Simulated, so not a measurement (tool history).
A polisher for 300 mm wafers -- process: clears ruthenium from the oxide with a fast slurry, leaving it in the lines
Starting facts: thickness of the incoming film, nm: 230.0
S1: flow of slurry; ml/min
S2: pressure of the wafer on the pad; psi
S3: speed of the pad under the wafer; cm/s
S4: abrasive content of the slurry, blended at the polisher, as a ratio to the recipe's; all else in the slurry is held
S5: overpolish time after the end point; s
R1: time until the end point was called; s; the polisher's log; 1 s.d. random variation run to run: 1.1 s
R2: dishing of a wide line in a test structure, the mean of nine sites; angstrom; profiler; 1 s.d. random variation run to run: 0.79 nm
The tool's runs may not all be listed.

{"run": 1, "hour": 0.0, "S1": 220, "S2": 3.4, "S3": 114, "S4": 1, "S5": 14, "R1": 38.66, "R2": 624.52}
{"run": 2, "hour": 5.6, "S1": 220, "S2": 2.9, "S3": 112, "S4": 1, "S5": 16, "R1": 45.309, "R2": 603.63}
{"run": 3, "hour": 11.5, "S1": 220, "S2": 2.1, "S3": 112, "S4": 1, "S5": 16, "R1": 63.779, "R2": 466.23}
{"run": 4, "hour": 15.1, "S1": 180, "S2": 2.1, "S3": 112, "S4": 1, "S5": 16, "R1": 63.293, "R2": 460.43}
{"run": 5, "hour": 18.8, "S1": 180, "S2": 2.1, "S3": 112, "S4": 1, "S5": 17, "R1": 62.622, "R2": 465.59}
{"run": 6, "hour": 20.0, "S1": 145, "S2": 2.1, "S3": 112, "S4": 1, "S5": 17, "R1": 65.076, "R2": 448.6}
{"run": 7, "hour": 28.2, "S1": 160, "S2": 2.1, "S3": 112, "S4": 1, "S5": 18, "R1": 64.176, "R2": 490.81}
{"run": 8, "hour": 29.6, "S1": 165, "S2": 2.1, "S3": 112, "S4": 1, "S5": 18, "R1": 62.387, "R2": 496.98}

Expected results for the next run?
{"run": 9, "hour": 34.4, "S1": 165, "S2": 2.1, "S3": 112, "S4": 1, "S5": 18, "R1": "?", "R2": "?"}

{"run 9": {"R1": 64.83, "R2": 494.29}}

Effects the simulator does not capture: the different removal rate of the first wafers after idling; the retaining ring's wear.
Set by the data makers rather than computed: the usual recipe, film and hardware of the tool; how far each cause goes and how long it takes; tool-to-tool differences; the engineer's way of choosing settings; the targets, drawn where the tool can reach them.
